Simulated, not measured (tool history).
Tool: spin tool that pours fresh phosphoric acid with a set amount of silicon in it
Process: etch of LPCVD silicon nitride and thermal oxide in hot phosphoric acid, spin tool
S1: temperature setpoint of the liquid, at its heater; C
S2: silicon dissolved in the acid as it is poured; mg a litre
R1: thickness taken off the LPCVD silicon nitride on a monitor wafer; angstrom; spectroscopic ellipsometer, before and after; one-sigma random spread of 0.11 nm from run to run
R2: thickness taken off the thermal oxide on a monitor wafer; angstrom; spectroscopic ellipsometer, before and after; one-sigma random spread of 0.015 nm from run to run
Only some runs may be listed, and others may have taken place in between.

{"run": 1, "hour": 0.0, "S1": 160.0, "S2": 14.0, "time under the liquid (s)": 160, "R1": 143.93, "R2": 3.5468}
{"run": 2, "hour": 0.6, "S1": 159.5, "S2": 15.5, "time under the liquid (s)": 160, "R1": 143.43, "R2": 2.9035}
{"run": 3, "hour": 4.7, "S1": 159.5, "S2": 20.0, "time under the liquid (s)": 160, "R1": 143.48, "R2": 2.8649}
{"run": 4, "hour": 8.2, "S1": 159.0, "S2": 19.0, "time under the liquid (s)": 160, "R1": 141.53, "R2": 2.7564}
{"run": 5, "hour": 9.3, "S1": 159.0, "S2": 19.0, "time under the liquid (s)": 130, "R1": 116.21, "R2": 1.9369}
{"run": 6, "hour": 18.2, "S1": 159.5, "S2": 20.0, "time under the liquid (s)": 130, "R1": 118.12, "R2": 2.3405}
{"run": 7, "hour": 23.4, "S1": 159.5, "S2": 20.5, "time under the liquid (s)": 135, "R1": 122.22, "R2": 2.4638}

Predict the results of run 8:
{"run": 8, "hour": 25.1, "S1": 159.5, "S2": 20.5, "time under the liquid (s)": 135, "R1": "?", "R2": "?"}

R1: 119.18 angstrom
R2: 2.1609 angstrom
